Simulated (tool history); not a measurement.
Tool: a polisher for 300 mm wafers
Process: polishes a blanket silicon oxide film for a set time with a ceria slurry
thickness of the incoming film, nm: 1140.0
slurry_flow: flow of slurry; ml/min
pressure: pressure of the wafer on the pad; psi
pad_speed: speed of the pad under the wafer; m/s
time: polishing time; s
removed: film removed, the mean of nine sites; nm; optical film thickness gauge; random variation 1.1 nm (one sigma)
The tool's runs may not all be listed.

run	day	slurry_flow	pressure	pad_speed	time	removed
1	0.000	275	2.3	0.96	35	91.143
2	0.221	280	2.7	0.96	35	101.010
3	0.317	280	3.0	1.02	35	114.470
4	0.367	285	3.2	1.10	35	128.950
5	0.529	285	2.7	1.10	35	114.680
6	0.821	245	2.7	1.10	35	113.780
7	1.092	245	3.0	1.14	35	124.990

The next listed run, before its measurement:
8	1.362	275	3.6	1.26	35	?

{"run 8": {"removed": 159.05}}
